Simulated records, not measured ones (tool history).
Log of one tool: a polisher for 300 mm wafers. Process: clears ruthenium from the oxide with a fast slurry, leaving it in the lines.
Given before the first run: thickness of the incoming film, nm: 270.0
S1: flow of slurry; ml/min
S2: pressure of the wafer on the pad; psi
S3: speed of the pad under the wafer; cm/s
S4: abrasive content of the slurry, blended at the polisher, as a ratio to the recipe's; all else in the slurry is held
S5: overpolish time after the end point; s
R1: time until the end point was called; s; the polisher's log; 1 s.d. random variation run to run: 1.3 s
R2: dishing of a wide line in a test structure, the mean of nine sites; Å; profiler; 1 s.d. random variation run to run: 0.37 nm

run,hour,S1,S2,S3,S4,S5,R1,R2
1,0,125,1.7,88,1,29,150.31,399.87
2,7.4,125,1.7,88,1,28,149.02,373.32
3,9.4,120,1.7,88,1,27,150.22,375.12
4,11,120,1.7,88,1,26,149.38,363.49
5,18.1,120,1.7,88,1,25,151.18,354.51
6,25.9,120,1.7,88,1,24,148.51,338.98
7,33.1,115,1.7,88,1,24,149.04,336.82

What does the tool deliver on the next run?
8,38.2,105,1.6,88,1,24,?,?

Run 8 produced R1 160.06 s, R2 322.76 Å.
